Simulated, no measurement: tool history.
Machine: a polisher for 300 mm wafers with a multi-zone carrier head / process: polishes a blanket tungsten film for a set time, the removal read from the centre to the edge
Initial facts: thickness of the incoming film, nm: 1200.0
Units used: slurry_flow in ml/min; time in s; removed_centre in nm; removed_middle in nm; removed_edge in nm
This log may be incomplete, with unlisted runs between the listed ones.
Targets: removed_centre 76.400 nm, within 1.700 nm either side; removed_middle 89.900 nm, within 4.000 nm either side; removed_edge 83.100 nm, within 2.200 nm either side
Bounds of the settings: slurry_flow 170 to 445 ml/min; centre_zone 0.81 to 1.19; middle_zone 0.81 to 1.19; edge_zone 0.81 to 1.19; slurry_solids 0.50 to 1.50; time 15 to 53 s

run  hour  slurry_flow  centre_zone  middle_zone  edge_zone  slurry_solids  time  removed_centre  removed_middle  removed_edge
  1   0.0          285         1.00         1.00       1.00           1.00    34         119.630         119.440       119.290
  2   6.2          215         1.00         1.00       1.00           1.00    34         117.310         117.370       117.510
  3   8.0          215         0.96         1.00       0.96           0.85    32         103.020         109.940       105.380
  4  10.8          215         0.93         0.98       0.93           0.75    31          92.410          99.471        97.271
  5  12.8          170         0.93         0.98       0.93           0.75    31          91.723          97.098        95.549
  6  18.7          170         0.91         0.98       0.90           0.70    31          88.598          98.784        93.936
  7  23.1          170         0.91         0.98       0.90           0.70    31          88.492          95.046        93.773
  8  27.7          175         0.90         0.99       0.88           0.65    30          84.306          95.372        88.331
  9  34.5          175         0.88         0.98       0.87           0.60    30          80.492          92.663        86.716
 10  42.4          175         0.87         0.97       0.86           0.60    30          79.864          90.720        86.548
 11  47.1          175         0.87         0.97       0.86           0.60    30          79.794          91.964        85.275
 12  54.2          175         0.86         0.96       0.85           0.60    30          78.957          92.163        85.962

Exactly one of the 5 candidate moves below puts every result within its allowed miss. Which one?
  A  61.3          170         0.87         1.00       0.86           0.60    29               ?               ?             ?
  B  61.3          170         0.92         0.92       0.90           0.55    29               ?               ?             ?
  C  61.3          170         0.89         0.93       0.87           0.60    27               ?               ?             ?
  D  61.3          180         0.88         1.11       0.82           0.80    28               ?               ?             ?
  E  61.3          170         0.93         1.02       1.01           0.80    27               ?               ?             ?

move  removed_centre  removed_middle  removed_edge
   A          76.609          91.674        82.097
   B          79.695          84.689        82.530
   C          72.948          80.812        76.900
   D          79.657         101.960        82.310
   E          80.741          91.643        87.171
A: all results land within tolerance of their targets
B: further off than the last run
C: the result that was furthest off in the last run now lies on the other side of its target
D: further off than the last run
E: further off than the last run
The right move is A.

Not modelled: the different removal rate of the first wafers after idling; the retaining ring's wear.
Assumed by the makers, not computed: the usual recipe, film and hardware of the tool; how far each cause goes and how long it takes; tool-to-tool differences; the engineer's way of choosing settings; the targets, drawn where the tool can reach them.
